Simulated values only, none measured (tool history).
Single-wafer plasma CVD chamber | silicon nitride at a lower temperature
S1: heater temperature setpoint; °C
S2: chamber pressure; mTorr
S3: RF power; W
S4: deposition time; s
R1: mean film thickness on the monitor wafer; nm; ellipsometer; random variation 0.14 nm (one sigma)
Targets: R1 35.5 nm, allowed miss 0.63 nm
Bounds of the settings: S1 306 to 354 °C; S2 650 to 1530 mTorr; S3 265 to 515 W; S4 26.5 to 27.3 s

Run 1, hour 0: S1 330 °C, S2 1090 mTorr, S3 390 W, S4 26.5 s. Result: R1 29.674 nm.
Run 2, hour 6.9: S1 335 °C, S2 1090 mTorr, S3 390 W, S4 26.5 s. Result: R1 29.716 nm.
Run 3, hour 14.8: S1 335 °C, S2 1140 mTorr, S3 395 W, S4 26.5 s. Result: R1 30.343 nm.
Run 4, hour 21.2: S1 335 °C, S2 1140 mTorr, S3 395 W, S4 26.5 s. Result: R1 30.412 nm.
Run 5, hour 29.2: S1 335 °C, S2 1010 mTorr, S3 395 W, S4 26.5 s. Result: R1 28.839 nm.
Run 6, hour 32.2: S1 340 °C, S2 1010 mTorr, S3 395 W, S4 26.5 s. Result: R1 28.995 nm.
Run 7, hour 37.3: S1 340 °C, S2 1070 mTorr, S3 400 W, S4 26.5 s. Result: R1 29.79 nm.
Run 8, hour 43.2: S1 340 °C, S2 1130 mTorr, S3 405 W, S4 26.5 s. Result: R1 30.609 nm.
Run 9, hour 52: S1 340 °C, S2 1180 mTorr, S3 410 W, S4 26.5 s. Result: R1 31.113 nm.
Run 10, hour 58.4: S1 340 °C, S2 1220 mTorr, S3 415 W, S4 26.5 s. Result: R1 31.742 nm.
Run 11, hour 62.5: S1 340 °C, S2 1260 mTorr, S3 420 W, S4 26.5 s. Result: R1 32.379 nm.
Run 12, hour 66.6: S1 340 °C, S2 1290 mTorr, S3 420 W, S4 26.5 s. Result: R1 32.778 nm.
Run 13, hour 67.3: S1 340 °C, S2 1320 mTorr, S3 420 W, S4 26.5 s. Result: R1 33.009 nm.
Run 14, hour 69.7: S1 340 °C, S2 1350 mTorr, S3 420 W, S4 26.5 s. Result: R1 33.238 nm.
Run 15, hour 73.9: S1 340 °C, S2 1370 mTorr, S3 420 W, S4 26.5 s. Result: R1 33.576 nm.
Run 16, hour 78.6: S1 340 °C, S2 1390 mTorr, S3 420 W, S4 26.5 s. Result: R1 33.68 nm.
Run 17, hour 81.5: S1 340 °C, S2 1410 mTorr, S3 420 W, S4 26.5 s. Result: R1 33.686 nm.
Run 18, hour 89.6: S1 340 °C, S2 1420 mTorr, S3 420 W, S4 26.5 s. Result: R1 33.546 nm.

4 next moves are on the table. One of them brings every result within its allowed miss. Which?
Run A, hour 97.7: S1 354 °C, S2 1490 mTorr, S3 365 W, S4 26.5 s. Result: R1 ?.
Run B, hour 97.7: S1 339 °C, S2 1450 mTorr, S3 420 W, S4 26.5 s. Result: R1 ?.
Run C, hour 97.7: S1 352 °C, S2 1450 mTorr, S3 465 W, S4 27.1 s. Result: R1 ?.
Run D, hour 97.7: S1 336 °C, S2 1500 mTorr, S3 420 W, S4 27.2 s. Result: R1 ?.

move      R1
   A  31.031
   B  33.835
   C  36.674
   D  35.121
A: further off than the last run
B: nearer than the last run, and not there yet
C: takes the result that was furthest off past its target
D: meets every target
Answer: D
